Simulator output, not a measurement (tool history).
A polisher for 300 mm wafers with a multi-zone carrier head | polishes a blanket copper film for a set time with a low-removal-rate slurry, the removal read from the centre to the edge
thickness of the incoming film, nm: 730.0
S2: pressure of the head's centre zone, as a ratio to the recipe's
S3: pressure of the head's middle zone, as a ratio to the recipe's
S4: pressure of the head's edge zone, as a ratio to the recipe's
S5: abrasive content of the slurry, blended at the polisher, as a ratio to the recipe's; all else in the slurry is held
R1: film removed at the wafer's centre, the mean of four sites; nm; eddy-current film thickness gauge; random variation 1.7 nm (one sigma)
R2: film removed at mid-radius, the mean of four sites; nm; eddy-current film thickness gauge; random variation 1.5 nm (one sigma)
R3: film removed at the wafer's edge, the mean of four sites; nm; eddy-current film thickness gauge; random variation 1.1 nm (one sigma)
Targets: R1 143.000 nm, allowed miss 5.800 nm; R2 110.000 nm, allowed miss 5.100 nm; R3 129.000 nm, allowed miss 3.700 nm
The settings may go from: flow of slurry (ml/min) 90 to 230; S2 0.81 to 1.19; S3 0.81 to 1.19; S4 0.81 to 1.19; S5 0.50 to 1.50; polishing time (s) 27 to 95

Run 1, hour 0.0: flow of slurry (ml/min) 150, S2 1.00, S3 1.00, S4 1.00, S5 1.00, polishing time (s) 61. Result: R1 100.200 nm, R2 96.270 nm, R3 97.249 nm.
Run 2, hour 1.1: flow of slurry (ml/min) 150, S2 1.00, S3 1.00, S4 1.06, S5 1.00, polishing time (s) 61. Result: R1 98.572 nm, R2 97.474 nm, R3 98.400 nm.
Run 3, hour 3.5: flow of slurry (ml/min) 155, S2 1.02, S3 0.97, S4 1.07, S5 1.10, polishing time (s) 62. Result: R1 106.000 nm, R2 100.770 nm, R3 102.280 nm.
Run 4, hour 6.2: flow of slurry (ml/min) 155, S2 1.02, S3 0.97, S4 1.07, S5 1.10, polishing time (s) 52. Result: R1 88.743 nm, R2 80.687 nm, R3 86.085 nm.
Run 5, hour 13.0: flow of slurry (ml/min) 185, S2 1.02, S3 0.97, S4 1.07, S5 1.10, polishing time (s) 52. Result: R1 90.257 nm, R2 84.802 nm, R3 87.823 nm.
Run 6, hour 21.9: flow of slurry (ml/min) 175, S2 1.03, S3 0.94, S4 1.09, S5 1.15, polishing time (s) 55. Result: R1 98.332 nm, R2 88.157 nm, R3 93.712 nm.
Run 7, hour 24.6: flow of slurry (ml/min) 175, S2 1.03, S3 0.94, S4 1.09, S5 1.15, polishing time (s) 55. Result: R1 96.793 nm, R2 88.871 nm, R3 94.044 nm.
Run 8, hour 25.5: flow of slurry (ml/min) 165, S2 1.05, S3 0.92, S4 1.11, S5 1.20, polishing time (s) 57. Result: R1 104.320 nm, R2 88.868 nm, R3 98.562 nm.
Run 9, hour 28.1: flow of slurry (ml/min) 165, S2 1.06, S3 0.91, S4 1.12, S5 1.25, polishing time (s) 59. Result: R1 107.570 nm, R2 92.643 nm, R3 102.720 nm.
Run 10, hour 31.5: flow of slurry (ml/min) 165, S2 1.07, S3 0.90, S4 1.13, S5 1.30, polishing time (s) 61. Result: R1 116.520 nm, R2 94.697 nm, R3 108.160 nm.
Run 11, hour 35.4: flow of slurry (ml/min) 165, S2 1.08, S3 0.90, S4 1.14, S5 1.35, polishing time (s) 62. Result: R1 115.980 nm, R2 96.672 nm, R3 109.550 nm.
Run 12, hour 40.0: flow of slurry (ml/min) 205, S2 1.16, S3 0.84, S4 1.18, S5 1.40, polishing time (s) 71. Result: R1 149.730 nm, R2 111.600 nm, R3 131.900 nm.
Run 13, hour 44.2: flow of slurry (ml/min) 205, S2 1.15, S3 0.84, S4 1.18, S5 1.40, polishing time (s) 71. Result: R1 151.330 nm, R2 107.950 nm, R3 134.650 nm.
Run 14, hour 46.1: flow of slurry (ml/min) 200, S2 1.15, S3 0.85, S4 1.17, S5 1.40, polishing time (s) 71. Result: R1 151.660 nm, R2 110.710 nm, R3 133.760 nm.

4 next moves are on the table. One of them brings every result within its allowed miss. Which?
Run A, hour 48.0: flow of slurry (ml/min) 210, S2 1.10, S3 0.81, S4 1.10, S5 1.50, polishing time (s) 76. Result: R1 ?, R2 ?, R3 ?.
Run B, hour 48.0: flow of slurry (ml/min) 170, S2 1.19, S3 0.86, S4 1.06, S5 1.50, polishing time (s) 74. Result: R1 ?, R2 ?, R3 ?.
Run C, hour 48.0: flow of slurry (ml/min) 210, S2 1.19, S3 0.83, S4 1.13, S5 1.35, polishing time (s) 72. Result: R1 ?, R2 ?, R3 ?.
Run D, hour 48.0: flow of slurry (ml/min) 210, S2 1.11, S3 0.85, S4 1.14, S5 1.30, polishing time (s) 71. Result: R1 ?, R2 ?, R3 ?.

move       R1       R2       R3
   A  157.430  117.740  141.010
   B  158.640  116.360  132.090
   C  156.570  111.120  131.760
   D  143.730  110.860  129.250
A: further off than the last run
B: further off than the last run
C: further off than the last run
D: meets every target
Move D is the one to make.
